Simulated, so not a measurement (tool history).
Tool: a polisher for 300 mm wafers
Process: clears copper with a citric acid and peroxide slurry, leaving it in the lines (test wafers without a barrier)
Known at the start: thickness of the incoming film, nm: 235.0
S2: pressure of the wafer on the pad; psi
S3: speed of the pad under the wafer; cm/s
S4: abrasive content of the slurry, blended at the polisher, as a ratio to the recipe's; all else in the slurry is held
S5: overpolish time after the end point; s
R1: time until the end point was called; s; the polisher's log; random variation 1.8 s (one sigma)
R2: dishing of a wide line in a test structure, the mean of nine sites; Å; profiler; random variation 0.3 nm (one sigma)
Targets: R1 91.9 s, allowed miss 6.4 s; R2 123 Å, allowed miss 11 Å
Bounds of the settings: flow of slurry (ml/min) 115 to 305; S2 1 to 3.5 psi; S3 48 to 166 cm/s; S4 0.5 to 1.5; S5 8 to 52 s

run 1 hour=0 | flow_of_slurry_(ml/min)=195 S2=2.2 S3=106 S4=1 S5=26 | R1=158.02 R2=188.78
run 2 hour=3.6 | flow_of_slurry_(ml/min)=195 S2=1.8 S3=106 S4=1 S5=26 | R1=184.8 R2=165.34
run 3 hour=4.1 | flow_of_slurry_(ml/min)=195 S2=2.1 S3=106 S4=1 S5=26 | R1=160.72 R2=177.25
run 4 hour=7.4 | flow_of_slurry_(ml/min)=195 S2=2.1 S3=118 S4=1 S5=21 | R1=147.59 R2=166.9
run 5 hour=14.3 | flow_of_slurry_(ml/min)=195 S2=2.1 S3=102 S4=1 S5=21 | R1=175.5 R2=159.01
run 6 hour=18.8 | flow_of_slurry_(ml/min)=195 S2=2.1 S3=102 S4=1 S5=30 | R1=167.26 R2=191.84
run 7 hour=24.5 | flow_of_slurry_(ml/min)=215 S2=2 S3=120 S4=1.15 S5=24 | R1=141.23 R2=193.21
run 8 hour=29.5 | flow_of_slurry_(ml/min)=190 S2=2.2 S3=132 S4=0.95 S5=20 | R1=129.2 R2=184.8
run 9 hour=31.3 | flow_of_slurry_(ml/min)=170 S2=2.3 S3=142 S4=0.85 S5=17 | R1=117.46 R2=167.37
-- hour=40.3 worn pad replaced by a new one
run 10 hour=40.3 | flow_of_slurry_(ml/min)=155 S2=2.4 S3=148 S4=0.75 S5=15 | R1=104.02 R2=168.37
run 11 hour=47.3 | flow_of_slurry_(ml/min)=115 S2=2.1 S3=166 S4=0.5 S5=8 | R1=131.38 R2=89.922
run 12 hour=48.2 | flow_of_slurry_(ml/min)=145 S2=2.7 S3=166 S4=0.5 S5=8 | R1=101.36 R2=117.07

Which of these 5 next moves meets every target?
run A hour=49.1 | flow_of_slurry_(ml/min)=180 S2=2.6 S3=156 S4=0.5 S5=8 | R1=? R2=?
run B hour=49.1 | flow_of_slurry_(ml/min)=150 S2=2.5 S3=166 S4=0.5 S5=8 | R1=? R2=?
run C hour=49.1 | flow_of_slurry_(ml/min)=115 S2=2.8 S3=162 S4=0.5 S5=8 | R1=? R2=?
run D hour=49.1 | flow_of_slurry_(ml/min)=135 S2=2.4 S3=166 S4=0.5 S5=10 | R1=? R2=?
run E hour=49.1 | flow_of_slurry_(ml/min)=265 S2=2.7 S3=166 S4=0.5 S5=8 | R1=? R2=?

move=A R1=110.31 R2=109.95
move=B R1=110.3 R2=109.84
move=C R1=107.02 R2=112.77
move=D R1=116.28 R2=125.29
move=E R1=95.983 R2=122.67
A: further off than the last run
B: further off than the last run
C: further off than the last run
D: further off than the last run
E: meets every target
Answer: E
